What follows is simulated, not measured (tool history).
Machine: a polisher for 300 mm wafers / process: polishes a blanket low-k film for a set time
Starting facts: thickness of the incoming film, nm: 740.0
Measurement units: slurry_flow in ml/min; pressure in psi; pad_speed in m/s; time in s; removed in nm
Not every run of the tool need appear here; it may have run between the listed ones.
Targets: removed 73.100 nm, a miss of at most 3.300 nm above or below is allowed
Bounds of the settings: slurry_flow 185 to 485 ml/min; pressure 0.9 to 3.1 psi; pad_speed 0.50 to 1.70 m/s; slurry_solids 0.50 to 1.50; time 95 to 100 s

Run 1, hour 0.0: slurry_flow 310 ml/min, pressure 2.0 psi, pad_speed 1.10 m/s, slurry_solids 1.00, time 95 s. Result: removed 52.994 nm.
Run 2, hour 4.8: slurry_flow 275 ml/min, pressure 2.0 psi, pad_speed 1.10 m/s, slurry_solids 1.00, time 95 s. Result: removed 52.269 nm.
Run 3, hour 11.2: slurry_flow 275 ml/min, pressure 2.0 psi, pad_speed 1.00 m/s, slurry_solids 1.00, time 95 s. Result: removed 47.740 nm.
Run 4, hour 15.7: slurry_flow 275 ml/min, pressure 2.0 psi, pad_speed 1.00 m/s, slurry_solids 0.90, time 95 s. Result: removed 47.225 nm.
Run 5, hour 16.5: slurry_flow 275 ml/min, pressure 2.0 psi, pad_speed 1.22 m/s, slurry_solids 0.90, time 95 s. Result: removed 54.259 nm.
Run 6, hour 22.3: slurry_flow 275 ml/min, pressure 2.2 psi, pad_speed 1.22 m/s, slurry_solids 0.90, time 95 s. Result: removed 60.119 nm.
Run 7, hour 26.3: slurry_flow 275 ml/min, pressure 2.3 psi, pad_speed 1.22 m/s, slurry_solids 0.90, time 95 s. Result: removed 62.937 nm.
Run 8, hour 35.3: slurry_flow 275 ml/min, pressure 2.4 psi, pad_speed 1.22 m/s, slurry_solids 0.90, time 95 s. Result: removed 64.231 nm.
Run 9, hour 44.1: slurry_flow 275 ml/min, pressure 2.5 psi, pad_speed 1.22 m/s, slurry_solids 0.90, time 95 s. Result: removed 68.383 nm.

Below are 5 possible settings for the next run. Only one of them brings all results inside the allowed miss of their targets. Which is it?
Run A, hour 52.9: slurry_flow 280 ml/min, pressure 2.4 psi, pad_speed 1.26 m/s, slurry_solids 0.95, time 100 s. Result: removed ?.
Run B, hour 52.9: slurry_flow 255 ml/min, pressure 3.0 psi, pad_speed 0.96 m/s, slurry_solids 0.90, time 95 s. Result: removed ?.
Run C, hour 52.9: slurry_flow 255 ml/min, pressure 2.2 psi, pad_speed 1.26 m/s, slurry_solids 0.85, time 100 s. Result: removed ?.
Run D, hour 52.9: slurry_flow 310 ml/min, pressure 2.4 psi, pad_speed 1.30 m/s, slurry_solids 0.65, time 100 s. Result: removed ?.
Run E, hour 52.9: slurry_flow 230 ml/min, pressure 2.4 psi, pad_speed 1.24 m/s, slurry_solids 0.85, time 97 s. Result: removed ?.

move  removed
   A   69.950
   B   64.852
   C   61.559
   D   64.133
   E   63.577
A: all results in spec
B: moves away from the targets compared with the last run
C: moves away from the targets compared with the last run
D: moves away from the targets compared with the last run
E: moves away from the targets compared with the last run
Correct choice: A, which meets every target
